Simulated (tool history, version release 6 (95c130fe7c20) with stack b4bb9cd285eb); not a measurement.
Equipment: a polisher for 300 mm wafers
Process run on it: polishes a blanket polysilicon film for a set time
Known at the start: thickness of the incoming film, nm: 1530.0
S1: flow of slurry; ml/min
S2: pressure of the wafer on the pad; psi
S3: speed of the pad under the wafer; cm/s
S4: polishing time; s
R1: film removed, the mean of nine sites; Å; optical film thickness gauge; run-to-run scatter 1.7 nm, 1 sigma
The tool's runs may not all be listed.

Run 1, day 0: S1 315 ml/min, S2 2.8 psi, S3 106 cm/s, S4 17 s. Result: R1 1682.2 Å.
Run 2, day 0.312: S1 245 ml/min, S2 2.8 psi, S3 106 cm/s, S4 17 s. Result: R1 1658.4 Å.
Run 3, day 0.658: S1 245 ml/min, S2 2.8 psi, S3 106 cm/s, S4 17 s. Result: R1 1669.3 Å.
Run 4, day 0.971: S1 245 ml/min, S2 2.8 psi, S3 106 cm/s, S4 14 s. Result: R1 1371.2 Å.
Run 5, day 1.038: S1 245 ml/min, S2 2.8 psi, S3 128 cm/s, S4 14 s. Result: R1 1547.4 Å.
Run 6, day 1.083: S1 245 ml/min, S2 2.8 psi, S3 128 cm/s, S4 17 s. Result: R1 1891 Å.

Predict the results of run 7:
Run 7, day 1.221: S1 250 ml/min, S2 2.9 psi, S3 128 cm/s, S4 17 s. Result: R1 ?.

For run 7 the tool returned R1 1960.6 Å.
